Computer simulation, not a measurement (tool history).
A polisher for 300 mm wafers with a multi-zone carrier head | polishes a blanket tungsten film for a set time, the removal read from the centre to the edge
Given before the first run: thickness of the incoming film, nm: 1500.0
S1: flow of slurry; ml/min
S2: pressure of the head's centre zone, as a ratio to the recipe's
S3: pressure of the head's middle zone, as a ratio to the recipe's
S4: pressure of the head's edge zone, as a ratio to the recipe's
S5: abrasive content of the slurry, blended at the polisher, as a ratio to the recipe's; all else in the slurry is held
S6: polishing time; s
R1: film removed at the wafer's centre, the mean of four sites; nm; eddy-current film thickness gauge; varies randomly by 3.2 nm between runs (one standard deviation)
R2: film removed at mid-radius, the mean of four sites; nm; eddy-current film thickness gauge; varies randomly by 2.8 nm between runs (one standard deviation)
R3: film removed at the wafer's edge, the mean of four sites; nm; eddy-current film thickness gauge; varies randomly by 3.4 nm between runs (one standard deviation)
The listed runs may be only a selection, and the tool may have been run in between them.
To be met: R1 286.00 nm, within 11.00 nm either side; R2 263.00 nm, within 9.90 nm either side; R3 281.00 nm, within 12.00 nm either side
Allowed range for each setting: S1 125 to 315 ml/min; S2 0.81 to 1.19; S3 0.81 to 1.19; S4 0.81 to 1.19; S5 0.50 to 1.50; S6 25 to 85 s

{"run": 1, "hour": 0.0, "S1": 205, "S2": 1.0, "S3": 1.0, "S4": 1.0, "S5": 1.0, "S6": 55, "R1": 386.91, "R2": 373.62, "R3": 374.37}
{"run": 2, "hour": 5.6, "S1": 205, "S2": 1.0, "S3": 1.0, "S4": 1.0, "S5": 1.0, "S6": 65, "R1": 457.53, "R2": 438.18, "R3": 430.27}
{"run": 3, "hour": 10.8, "S1": 205, "S2": 1.0, "S3": 1.0, "S4": 1.07, "S5": 1.0, "S6": 65, "R1": 448.94, "R2": 435.54, "R3": 444.64}
{"run": 4, "hour": 17.3, "S1": 205, "S2": 1.0, "S3": 1.0, "S4": 1.07, "S5": 1.15, "S6": 65, "R1": 478.65, "R2": 449.39, "R3": 470.74}
{"run": 5, "hour": 24.0, "S1": 165, "S2": 1.0, "S3": 1.0, "S4": 1.07, "S5": 1.15, "S6": 65, "R1": 455.83, "R2": 448.11, "R3": 467.01}
{"run": 6, "hour": 26.6, "S1": 165, "S2": 1.0, "S3": 1.0, "S4": 1.07, "S5": 1.15, "S6": 75, "R1": 524.15, "R2": 499.27, "R3": 532.88}
{"run": 7, "hour": 27.5, "S1": 165, "S2": 1.0, "S3": 0.98, "S4": 1.06, "S5": 1.1, "S6": 72, "R1": 495.97, "R2": 484.48, "R3": 503.6}
{"run": 8, "hour": 34.0, "S1": 175, "S2": 1.01, "S3": 0.97, "S4": 1.07, "S5": 1.05, "S6": 68, "R1": 480.9, "R2": 449.94, "R3": 482.72}
{"run": 9, "hour": 40.8, "S1": 180, "S2": 1.01, "S3": 0.96, "S4": 1.06, "S5": 1.0, "S6": 65, "R1": 456.03, "R2": 407.48, "R3": 459.47}
{"run": 10, "hour": 42.9, "S1": 185, "S2": 1.0, "S3": 0.96, "S4": 1.04, "S5": 0.95, "S6": 63, "R1": 424.48, "R2": 393.91, "R3": 425.85}
{"run": 11, "hour": 48.1, "S1": 190, "S2": 0.99, "S3": 0.95, "S4": 1.02, "S5": 0.9, "S6": 61, "R1": 402.33, "R2": 383.51, "R3": 397.61}

Exactly one of the 5 candidate moves below puts every result within its allowed miss. Which one?
{"run": "A", "hour": 53.3, "S1": 175, "S2": 0.95, "S3": 0.9, "S4": 1.17, "S5": 1.0, "S6": 39, "R1": "?", "R2": "?", "R3": "?"}
{"run": "B", "hour": 53.3, "S1": 200, "S2": 1.0, "S3": 0.97, "S4": 0.94, "S5": 1.0, "S6": 38, "R1": "?", "R2": "?", "R3": "?"}
{"run": "C", "hour": 53.3, "S1": 170, "S2": 0.89, "S3": 1.03, "S4": 1.02, "S5": 0.85, "S6": 41, "R1": "?", "R2": "?", "R3": "?"}
{"run": "D", "hour": 53.3, "S1": 145, "S2": 1.01, "S3": 0.95, "S4": 1.0, "S5": 0.6, "S6": 50, "R1": "?", "R2": "?", "R3": "?"}
{"run": "E", "hour": 53.3, "S1": 215, "S2": 1.08, "S3": 0.89, "S4": 0.93, "S5": 0.85, "S6": 40, "R1": "?", "R2": "?", "R3": "?"}

move=A R1=256.40 R2=238.26 R3=281.73
move=B R1=263.90 R2=251.02 R3=248.93
move=C R1=245.24 R2=267.30 R3=263.03
move=D R1=289.67 R2=270.13 R3=283.80
move=E R1=283.28 R2=236.85 R3=250.94
A: pushes the last run's worst result past its target
B: pushes the last run's worst result past its target
C: brings the last run's worst result on target, with another outside its allowed miss
D: all results in spec
E: pushes the last run's worst result past its target
So the answer is move D, the one that meets all the targets.

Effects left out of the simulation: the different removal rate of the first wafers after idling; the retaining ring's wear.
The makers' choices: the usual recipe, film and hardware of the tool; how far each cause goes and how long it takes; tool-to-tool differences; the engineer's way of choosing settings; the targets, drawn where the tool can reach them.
